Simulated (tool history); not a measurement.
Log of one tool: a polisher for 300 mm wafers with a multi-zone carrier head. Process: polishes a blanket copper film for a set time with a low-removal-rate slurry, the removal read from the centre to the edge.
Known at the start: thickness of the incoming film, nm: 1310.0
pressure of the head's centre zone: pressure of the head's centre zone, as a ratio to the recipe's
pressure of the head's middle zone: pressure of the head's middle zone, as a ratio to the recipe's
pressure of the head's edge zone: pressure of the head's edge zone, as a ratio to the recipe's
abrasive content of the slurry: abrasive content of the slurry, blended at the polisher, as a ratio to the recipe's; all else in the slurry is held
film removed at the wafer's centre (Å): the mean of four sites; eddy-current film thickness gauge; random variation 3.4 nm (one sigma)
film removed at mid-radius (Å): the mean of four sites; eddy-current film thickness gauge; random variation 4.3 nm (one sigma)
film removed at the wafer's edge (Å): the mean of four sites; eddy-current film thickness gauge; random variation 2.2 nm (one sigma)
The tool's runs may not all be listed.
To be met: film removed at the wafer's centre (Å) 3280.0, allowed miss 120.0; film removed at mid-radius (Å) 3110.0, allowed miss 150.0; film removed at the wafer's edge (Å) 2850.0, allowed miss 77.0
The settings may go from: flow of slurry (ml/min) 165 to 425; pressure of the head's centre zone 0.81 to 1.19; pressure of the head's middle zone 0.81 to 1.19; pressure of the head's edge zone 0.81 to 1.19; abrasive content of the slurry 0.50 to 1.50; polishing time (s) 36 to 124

run  hour  flow of slurry (ml/min)  pressure of the head's centre zone  pressure of the head's middle zone  pressure of the head's edge zone  abrasive content of the slurry  polishing time (s)  film removed at the wafer's centre (Å)  film removed at mid-radius (Å)  film removed at the wafer's edge (Å)
  1   0.0                      275                                1.00                                1.00                              1.00                            1.00                  79                                  1769.6                          1756.0                                1821.9
  2   2.4                      275                                1.00                                1.00                              1.00                            0.80                  79                                  1642.3                          1643.2                                1704.3
  3   3.6                      285                                1.03                                1.03                              1.01                            0.90                  82                                  1835.0                          1813.2                                1816.6
  4  11.9                      330                                1.03                                1.03                              1.01                            0.90                  82                                  1876.5                          1847.3                                1860.0
     16.2  -- worn pad replaced by a new one
  5  16.2                      335                                1.05                                1.05                              1.02                            1.00                  85                                  2277.3                          2264.5                                2215.1
  6  23.8                      335                                1.05                                1.05                              1.02                            1.00                 102                                  2755.0                          2705.0                                2661.0
  7  30.3                      345                                1.06                                1.06                              1.02                            1.00                 102                                  2821.2                          2766.0                                2677.4
  8  32.8                      355                                1.07                                1.07                              1.02                            1.00                 102                                  2805.6                          2788.8                                2666.2
  9  40.8                      360                                1.09                                1.08                              1.03                            1.00                 102                                  2824.2                          2778.2                                2731.8
 10  49.4                      370                                1.10                                1.08                              1.01                            1.00                 102                                  2845.0                          2826.1                                2665.5
 11  56.2                      375                                1.12                                1.08                              1.01                            1.05                 102                                  3032.0                          2852.3                                2725.6
 12  64.2                      380                                1.13                                1.09                              1.01                            1.05                 102                                  3018.7                          2929.9                                2720.5

4 next moves are on the table. One of them brings every result within its allowed miss. Which?
  A  72.2                      405                                1.05                                1.19                              0.88                            1.30                 110                                       ?                               ?                                     ?
  B  72.2                      380                                1.01                                1.18                              0.99                            1.15                 112                                       ?                               ?                                     ?
  C  72.2                      375                                1.13                                1.07                              1.04                            1.20                 107                                       ?                               ?                                     ?
  D  72.2                      410                                1.13                                1.10                              0.94                            1.00                 111                                       ?                               ?                                     ?

move  film removed at the wafer's centre (Å)  film removed at mid-radius (Å)  film removed at the wafer's edge (Å)
   A                                  3290.7                          3535.5                                3000.1
   B                                  3086.8                          3425.6                                3089.2
   C                                  3338.9                          3043.0                                3061.1
   D                                  3297.4                          3074.8                                2878.2
A: brings the result that was furthest off to its target, and leaves another outside
B: further off than the last run
C: brings the result that was furthest off to its target, and leaves another outside
D: meets every target
Answer: D

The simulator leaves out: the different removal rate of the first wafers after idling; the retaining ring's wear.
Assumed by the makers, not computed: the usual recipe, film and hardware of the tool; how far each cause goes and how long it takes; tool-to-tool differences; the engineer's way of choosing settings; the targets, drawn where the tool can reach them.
